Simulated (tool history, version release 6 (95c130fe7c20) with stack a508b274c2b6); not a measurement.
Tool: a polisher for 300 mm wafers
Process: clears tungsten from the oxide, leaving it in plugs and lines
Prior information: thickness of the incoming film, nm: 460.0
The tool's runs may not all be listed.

run	day	flow of slurry (ml/min)	pressure of the wafer on the pad (psi)	speed of the pad under the wafer (m/s)	abrasive content of the slurry	overpolish time after the end point (s)	time until the end point was called (s)
1	0	305	4	1.06	1	4	85.39
2	0.225	305	4	1.06	0.8	4	92.307
3	0.479	305	4.4	1.06	0.8	4	87.533
4	0.562	305	4.4	0.88	0.8	4	105.48
5	0.783	305	4.7	0.94	0.8	4	94.413
6	1.154	305	4.9	1	0.8	4	85.765
7	1.525	305	5.1	1.06	0.8	4	78.167
8	1.75	305	5.3	1.1	0.8	4	73.448
9	1.946	305	5.5	1.14	0.8	4	68.854
10	2.275	305	5.6	1.18	0.8	4	65.586
11	2.638	305	5.7	1.2	0.8	4	63.674
12	2.954	305	5.8	1.22	0.8	4	62.683
13	3.05	305	5.8	1.22	0.8	4	63.227

Run 14, settings as shown, results not yet in. Your forecast:
14	3.408	310	6.2	1.36	0.8	4	?

time until the end point was called (s): 53.455
